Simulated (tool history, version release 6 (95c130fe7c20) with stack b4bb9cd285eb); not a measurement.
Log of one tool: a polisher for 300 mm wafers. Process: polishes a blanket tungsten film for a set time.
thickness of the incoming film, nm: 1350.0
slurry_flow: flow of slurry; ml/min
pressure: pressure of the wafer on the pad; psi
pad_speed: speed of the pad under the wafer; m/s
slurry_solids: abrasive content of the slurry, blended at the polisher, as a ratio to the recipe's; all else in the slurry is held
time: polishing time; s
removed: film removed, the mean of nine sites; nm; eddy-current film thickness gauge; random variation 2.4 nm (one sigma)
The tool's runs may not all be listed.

run	hour	slurry_flow	pressure	pad_speed	slurry_solids	time	removed
1	0.0	170	4.4	0.86	1.0	44	201.94
2	7.1	180	4.8	0.86	1.0	44	221.95
3	12.5	180	4.8	0.86	1.0	44	222.82
4	19.3	180	4.8	0.70	1.0	44	184.01
5	23.5	185	5.3	0.70	1.0	44	200.81
6	25.1	190	5.7	0.72	1.0	44	219.97
7	34.0	195	6.0	0.74	1.0	44	244.93
8	35.2	200	6.2	0.74	1.0	44	246.36
9	37.1	200	6.4	0.76	1.0	44	265.21
10	45.2	200	6.5	0.78	1.0	44	273.72
11	49.7	200	6.6	0.80	1.0	44	283.05

Forecast run 12:
# hour 54.2: slurry tank refilled with fresh slurry and peroxide
12	54.2	205	6.7	0.80	1.0	44	?

Run 12 gave removed 328.63 nm.

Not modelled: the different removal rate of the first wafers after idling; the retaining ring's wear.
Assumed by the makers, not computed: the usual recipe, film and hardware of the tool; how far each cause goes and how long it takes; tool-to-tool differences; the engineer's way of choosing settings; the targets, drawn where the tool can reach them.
